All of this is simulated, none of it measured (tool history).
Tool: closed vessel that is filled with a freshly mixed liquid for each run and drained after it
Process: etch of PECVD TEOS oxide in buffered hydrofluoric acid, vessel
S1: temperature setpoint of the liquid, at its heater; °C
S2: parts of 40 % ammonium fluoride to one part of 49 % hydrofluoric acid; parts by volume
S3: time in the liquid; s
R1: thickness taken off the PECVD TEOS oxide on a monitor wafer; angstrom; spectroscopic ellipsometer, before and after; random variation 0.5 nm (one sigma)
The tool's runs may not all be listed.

run,day,S1,S2,S3,R1
1,0,22,9.5,35,398.74
2,0.288,25,9.5,35,463.44
3,0.604,26,9,35,504.34
4,0.929,26,9,30,435.42
5,1.283,27,8,30,519.39
6,1.346,27,9.5,30,445.34
7,1.412,27,9.5,30,440.97
8,1.633,27.5,9,30,467.13
9,2.004,28,8.5,30,515.67

The next listed run, before its measurement:
10,2.242,28.5,8,30,?

{"run 10": {"R1": 563.36}}
